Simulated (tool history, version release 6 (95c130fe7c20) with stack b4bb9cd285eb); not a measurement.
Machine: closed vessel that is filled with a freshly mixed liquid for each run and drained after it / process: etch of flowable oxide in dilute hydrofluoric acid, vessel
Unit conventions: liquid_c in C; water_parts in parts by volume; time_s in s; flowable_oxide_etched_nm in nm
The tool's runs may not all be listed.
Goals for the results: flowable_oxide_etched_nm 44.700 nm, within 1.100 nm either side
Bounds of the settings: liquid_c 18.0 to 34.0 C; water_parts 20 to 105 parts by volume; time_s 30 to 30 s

| run | day | liquid_c | water_parts | time_s | flowable_oxide_etched_nm |
|---|---|---|---|---|---|
| 1 | 0.000 | 26.0 | 55 | 30 | 12.872 |
| 2 | 0.175 | 26.0 | 55 | 30 | 12.805 |
| 3 | 0.417 | 26.0 | 55 | 30 | 12.857 |
| 4 | 0.512 | 28.5 | 45 | 30 | 17.702 |
| 5 | 0.808 | 28.5 | 60 | 30 | 13.113 |
| 6 | 1.092 | 30.5 | 45 | 30 | 19.042 |
| 7 | 1.304 | 31.5 | 35 | 30 | 25.871 |
| 8 | 1.658 | 32.5 | 30 | 30 | 31.987 |
| 9 | 1.733 | 33.0 | 25 | 30 | 39.107 |
| 10 | 2.025 | 34.0 | 20 | 30 | 51.516 |
| 11 | 2.296 | 33.5 | 20 | 30 | 50.428 |

4 next moves are on the table. One of them brings every result within its allowed miss. Which?
| A | 2.567 | 31.5 | 20 | 30 | ? |
| B | 2.567 | 32.0 | 20 | 30 | ? |
| C | 2.567 | 30.5 | 20 | 30 | ? |
| D | 2.567 | 29.0 | 20 | 30 | ? |

| move | flowable_oxide_etched_nm |
|---|---|
| A | 46.818 |
| B | 47.764 |
| C | 44.974 |
| D | 42.321 |
A: closer than the last run, but not yet in spec
B: closer than the last run, but not yet in spec
C: every result lands within tolerance
D: takes the biggest miss from the last run beyond its target
Move C is the one to make.
